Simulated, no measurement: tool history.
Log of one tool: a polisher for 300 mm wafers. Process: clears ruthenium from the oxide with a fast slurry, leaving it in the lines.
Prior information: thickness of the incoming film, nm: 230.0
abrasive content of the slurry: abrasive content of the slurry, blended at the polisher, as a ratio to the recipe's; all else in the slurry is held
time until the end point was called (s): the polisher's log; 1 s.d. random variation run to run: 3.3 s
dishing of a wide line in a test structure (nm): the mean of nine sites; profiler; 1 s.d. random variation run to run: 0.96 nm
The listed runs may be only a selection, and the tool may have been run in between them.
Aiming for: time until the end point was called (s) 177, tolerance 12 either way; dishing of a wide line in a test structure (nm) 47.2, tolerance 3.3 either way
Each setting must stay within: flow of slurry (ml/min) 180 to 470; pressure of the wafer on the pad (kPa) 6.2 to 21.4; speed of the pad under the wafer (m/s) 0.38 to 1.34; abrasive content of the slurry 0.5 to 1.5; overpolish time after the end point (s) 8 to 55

run	day	flow of slurry (ml/min)	pressure of the wafer on the pad (kPa)	speed of the pad under the wafer (m/s)	abrasive content of the slurry	overpolish time after the end point (s)	time until the end point was called (s)	dishing of a wide line in a test structure (nm)
1	0	300	13.8	0.86	1	28	96.336	53.228
2	0.233	345	13.8	0.86	1	28	93.556	52.498
3	0.304	345	15.9	0.86	1	28	82.684	58.201
4	0.625	345	14.5	0.84	1	30	91.219	56.848
5	0.738	340	13.1	0.82	1	32	104.46	54.467
6	0.9	340	12.4	0.82	1	33	107.04	53.416
7	0.95	335	11.7	0.8	1	35	120.02	52.645
8	1.217	335	11	0.8	1	36	124.47	51.697
9	1.358	335	10.3	0.8	1	37	137.91	48.914
10	1.392	335	9.7	0.8	1	38	146.24	48.956
11	1.575	335	9.7	0.8	1	39	141.54	50.938
12	1.917	335	9	0.8	1	40	153.7	47.848
13	2.154	335	9	0.8	1	41	158.6	50.194

Which of these 4 next moves meets every target?
A	2.392	410	9	0.9	1	43	?	?
B	2.392	290	9.7	0.94	0.75	39	?	?
C	2.392	345	6.2	0.96	1.05	45	?	?
D	2.392	330	8.3	0.98	0.95	43	?	?

move	time until the end point was called (s)	dishing of a wide line in a test structure (nm)
A	136.3	57.182
B	140.86	51.433
C	180.21	47.203
D	140.52	55.797
A: moves away from the targets compared with the last run
B: moves away from the targets compared with the last run
C: all results in spec
D: moves away from the targets compared with the last run
C meets every target.
